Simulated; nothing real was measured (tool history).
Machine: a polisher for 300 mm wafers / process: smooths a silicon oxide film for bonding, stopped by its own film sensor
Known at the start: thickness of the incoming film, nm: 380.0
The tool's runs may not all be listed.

| run | hour | flow of slurry (ml/min) | pressure of the wafer on the pad (kPa) | speed of the pad under the wafer (cm/s) | abrasive content of the slurry | target thickness at which the film sensor stops the polish (angstrom) | time until the film sensor stopped the polish (s) |
|---|---|---|---|---|---|---|---|
| 1 | 0.0 | 210 | 17.9 | 102 | 1.0 | 3090 | 84.115 |
| 2 | 1.8 | 210 | 19.3 | 102 | 1.0 | 3090 | 78.758 |
| 3 | 8.3 | 210 | 15.2 | 102 | 1.0 | 3090 | 97.599 |
| 4 | 15.1 | 210 | 18.6 | 102 | 1.0 | 3090 | 79.718 |
| 5 | 16.1 | 210 | 18.6 | 102 | 1.0 | 3090 | 80.288 |
| 6 | 22.6 | 210 | 18.6 | 102 | 0.8 | 3090 | 88.331 |

What will run 7 give?
| 7 | 31.5 | 210 | 15.9 | 100 | 0.8 | 3090 | ? |

{"run 7": {"time until the film sensor stopped the polish (s)": 102.36}}
